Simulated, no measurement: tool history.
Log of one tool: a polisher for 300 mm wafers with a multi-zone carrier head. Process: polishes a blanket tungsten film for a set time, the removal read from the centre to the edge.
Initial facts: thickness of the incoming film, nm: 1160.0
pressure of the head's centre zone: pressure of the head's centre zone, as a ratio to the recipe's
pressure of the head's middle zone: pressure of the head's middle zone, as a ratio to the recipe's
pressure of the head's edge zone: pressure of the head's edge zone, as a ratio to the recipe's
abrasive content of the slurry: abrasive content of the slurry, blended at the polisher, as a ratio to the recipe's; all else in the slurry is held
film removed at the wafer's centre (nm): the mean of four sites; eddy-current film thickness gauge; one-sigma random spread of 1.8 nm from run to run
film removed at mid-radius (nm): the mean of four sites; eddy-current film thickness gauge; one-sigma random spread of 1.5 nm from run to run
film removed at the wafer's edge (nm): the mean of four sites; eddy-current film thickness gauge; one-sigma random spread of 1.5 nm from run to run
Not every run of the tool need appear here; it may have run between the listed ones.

| run | day | flow of slurry (ml/min) | pressure of the head's centre zone | pressure of the head's middle zone | pressure of the head's edge zone | abrasive content of the slurry | polishing time (s) | film removed at the wafer's centre (nm) | film removed at mid-radius (nm) | film removed at the wafer's edge (nm) |
|---|---|---|---|---|---|---|---|---|---|---|
| 1 | 0 | 265 | 1 | 1 | 1 | 1 | 69 | 338.86 | 327.83 | 333.29 |
| 2 | 0.367 | 260 | 0.98 | 0.98 | 0.99 | 0.95 | 66 | 307.76 | 305.81 | 308.67 |
| 3 | 0.392 | 250 | 0.97 | 0.96 | 1 | 0.9 | 63 | 285.25 | 275.69 | 293.33 |
| 4 | 0.525 | 250 | 0.97 | 0.96 | 1 | 0.9 | 49 | 221.97 | 218.36 | 222.26 |
| 5 | 0.754 | 250 | 0.97 | 0.96 | 1 | 1.05 | 49 | 233.6 | 224.7 | 239.75 |
| 6 | 0.912 | 250 | 0.97 | 0.9 | 1 | 1.05 | 49 | 234.62 | 213.12 | 235.19 |

Run 7, settings as shown, results not yet in. Your forecast:
| 7 | 1.021 | 200 | 0.87 | 0.81 | 0.96 | 0.8 | 47 | ? | ? | ? |

{"run 7": {"film removed at the wafer's centre (nm)": 178.72, "film removed at mid-radius (nm)": 168.95, "film removed at the wafer's edge (nm)": 204.32}}
